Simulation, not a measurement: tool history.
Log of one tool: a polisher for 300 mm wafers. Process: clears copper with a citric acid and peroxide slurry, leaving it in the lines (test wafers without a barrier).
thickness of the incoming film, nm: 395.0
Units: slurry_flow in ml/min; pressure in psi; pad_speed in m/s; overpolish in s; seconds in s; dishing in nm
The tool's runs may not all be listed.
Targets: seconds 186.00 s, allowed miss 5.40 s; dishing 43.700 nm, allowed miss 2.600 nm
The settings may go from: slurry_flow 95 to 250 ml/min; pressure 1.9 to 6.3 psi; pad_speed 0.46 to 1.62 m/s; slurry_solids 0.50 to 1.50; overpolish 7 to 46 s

run,day,slurry_flow,pressure,pad_speed,slurry_solids,overpolish,seconds,dishing
1,0.000,160,4.1,1.04,1.00,24,129.78,50.615
2,0.233,155,3.8,1.04,1.00,25,141.98,48.072
3,0.567,155,3.8,1.04,1.00,33,142.01,60.576
4,0.625,155,3.8,1.04,1.00,25,142.75,47.008
5,0.967,195,3.8,1.04,1.00,25,138.35,47.621
6,1.029,195,3.5,1.04,1.00,26,150.76,46.890
7,1.371,195,3.3,1.04,1.00,27,160.55,45.605
8,1.688,195,3.2,1.04,1.00,28,165.57,44.538
9,1.821,195,3.1,1.04,1.00,29,167.12,45.172
10,1.912,195,3.0,1.04,1.00,30,175.74,45.353

5 next moves are on the table. One of them brings every result within its allowed miss. Which?
A,2.004,205,3.2,1.08,1.00,25,?,?
B,2.004,170,3.6,0.96,0.85,28,?,?
C,2.004,200,3.3,1.02,1.00,26,?,?
D,2.004,160,3.5,0.86,0.95,30,?,?
E,2.004,100,2.9,1.14,1.10,30,?,?

move,seconds,dishing
A,157.55,43.635
B,165.39,46.369
C,162.11,44.113
D,186.66,44.371
E,175.21,46.099
A: further off than the last run
B: further off than the last run
C: further off than the last run
D: meets every target
E: further off than the last run
The right move is D.
